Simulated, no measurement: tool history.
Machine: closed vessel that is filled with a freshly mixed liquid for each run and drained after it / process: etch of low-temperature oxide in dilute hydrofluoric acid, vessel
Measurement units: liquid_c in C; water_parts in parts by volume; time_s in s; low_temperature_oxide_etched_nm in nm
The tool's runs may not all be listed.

run,hour,liquid_c,water_parts,time_s,low_temperature_oxide_etched_nm
1,0,20,130,105,20.687
2,8.4,21,125,105,22.539
3,9.1,21,125,105,22.439
4,13.2,21,145,105,19.123
5,20.3,19.5,145,105,17.932
6,24.8,19.5,145,110,18.614
7,32.5,23.5,95,110,35.328

Run 8 comes next. What will it give?
# hour 35.7: hydrofluoric acid flow meter replaced
8,35.7,24,95,110,?

Run 8 produced low_temperature_oxide_etched_nm 33.562 nm.

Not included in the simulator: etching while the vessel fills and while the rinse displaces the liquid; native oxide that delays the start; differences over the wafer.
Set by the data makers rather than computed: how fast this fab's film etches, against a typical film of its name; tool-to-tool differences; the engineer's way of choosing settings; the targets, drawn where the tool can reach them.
